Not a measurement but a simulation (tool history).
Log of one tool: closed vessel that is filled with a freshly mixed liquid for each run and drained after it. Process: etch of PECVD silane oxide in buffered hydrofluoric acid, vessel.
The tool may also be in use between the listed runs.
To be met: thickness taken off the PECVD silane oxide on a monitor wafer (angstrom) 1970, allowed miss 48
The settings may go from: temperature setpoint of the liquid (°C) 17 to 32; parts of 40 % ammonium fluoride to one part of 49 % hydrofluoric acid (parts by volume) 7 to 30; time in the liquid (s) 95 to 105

run	day	temperature setpoint of the liquid (°C)	parts of 40 % ammonium fluoride to one part of 49 % hydrofluoric acid (parts by volume)	time in the liquid (s)	thickness taken off the PECVD silane oxide on a monitor wafer (angstrom)
1	0	25	20	95	1180.3
2	0.221	22.5	20	95	1029.8
3	0.471	25.5	20	95	1199.7
4	0.525	25.5	17.5	95	1315.5
5	0.838	25.5	17.5	95	1348
6	0.925	25.5	21	95	1169.4
7	1.029	27.5	19.5	95	1351.6
8	1.288	29	18	95	1572.3
9	1.512	29	18	95	1568.7
10	1.658	32	16	95	2063.7
# day 1.883: hydrofluoric acid flow meter replaced
11	1.883	32	16	95	2338.7
12	2.075	31.5	16	95	2240.4
13	2.167	31	16	95	2192.2
14	2.45	30.5	16	95	2106.4
15	2.583	30	16	95	2089.5

4 next moves are on the table. One of them brings every result within its allowed miss. Which?
A	2.717	26	11.5	95	?
B	2.717	29.5	16.5	95	?
C	2.717	30.5	16	95	?
D	2.717	28	14	95	?

move	thickness taken off the PECVD silane oxide on a monitor wafer (angstrom)
A	2305
B	1950.5
C	2119
D	2116.5
A: further off than the last run
B: meets every target
C: further off than the last run
D: further off than the last run
Move B is the one to make.
